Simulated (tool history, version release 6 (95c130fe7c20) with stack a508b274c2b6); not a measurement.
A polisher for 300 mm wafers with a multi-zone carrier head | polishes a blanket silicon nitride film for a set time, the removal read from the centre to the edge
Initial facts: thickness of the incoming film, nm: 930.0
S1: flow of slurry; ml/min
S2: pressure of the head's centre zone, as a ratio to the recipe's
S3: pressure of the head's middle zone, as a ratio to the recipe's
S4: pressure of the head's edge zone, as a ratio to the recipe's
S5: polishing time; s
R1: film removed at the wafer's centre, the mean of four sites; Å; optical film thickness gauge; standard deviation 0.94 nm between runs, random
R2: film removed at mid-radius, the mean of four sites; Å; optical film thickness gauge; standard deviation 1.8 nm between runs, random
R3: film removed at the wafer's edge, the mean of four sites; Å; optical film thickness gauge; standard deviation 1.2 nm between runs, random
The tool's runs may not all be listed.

| run | hour | S1 | S2 | S3 | S4 | S5 | R1 | R2 | R3 |
|---|---|---|---|---|---|---|---|---|---|
| 1 | 0 | 200 | 1 | 1 | 1 | 74 | 1267.4 | 1234.3 | 1251.3 |
| 2 | 1.8 | 215 | 0.99 | 1.02 | 1.03 | 74 | 1249.8 | 1270.3 | 1287.7 |
| 3 | 2.8 | 180 | 0.99 | 1.02 | 1.03 | 74 | 1201.1 | 1280.4 | 1257.6 |
| 4 | 10.4 | 195 | 0.99 | 1.03 | 1.05 | 75 | 1270.3 | 1300.6 | 1294.3 |
| 5 | 18.2 | 200 | 0.98 | 1.04 | 1.07 | 75 | 1255.4 | 1313 | 1309.1 |
| 6 | 22.3 | 245 | 0.98 | 1.04 | 1.07 | 75 | 1294.3 | 1346.8 | 1335.2 |
| 7 | 31.1 | 245 | 0.98 | 1.04 | 1.07 | 75 | 1286.2 | 1358.4 | 1338.6 |
| 8 | 35.6 | 250 | 0.98 | 1.04 | 1.09 | 75 | 1295.1 | 1347.1 | 1365 |

Predict the results of run 9:
| 9 | 43.7 | 255 | 0.98 | 1.05 | 1.1 | 75 | ? | ? | ? |

Run 9 came out at R1 1286.1 Å, R2 1383.7 Å, R3 1356 Å.
